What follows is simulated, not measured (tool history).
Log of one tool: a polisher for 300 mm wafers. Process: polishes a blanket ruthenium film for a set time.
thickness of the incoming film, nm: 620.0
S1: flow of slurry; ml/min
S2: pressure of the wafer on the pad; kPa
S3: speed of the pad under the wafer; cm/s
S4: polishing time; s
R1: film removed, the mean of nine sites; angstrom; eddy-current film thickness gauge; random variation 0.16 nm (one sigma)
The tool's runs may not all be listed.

run	hour	S1	S2	S3	S4	R1
1	0.0	250	17.2	90	45	579.95
2	0.5	250	17.2	90	47	590.94
3	6.3	295	17.2	90	47	604.70
4	15.2	255	14.5	76	46	410.59
5	22.6	255	14.5	76	47	427.51
6	26.1	255	14.5	76	45	406.29
7	31.6	255	12.4	66	45	304.43
8	34.6	255	11.0	62	45	259.16
9	40.6	245	7.6	46	45	136.82

Run 10 comes next. What will it give?
10	47.3	270	8.3	46	45	?

R1: 150.79 angstrom
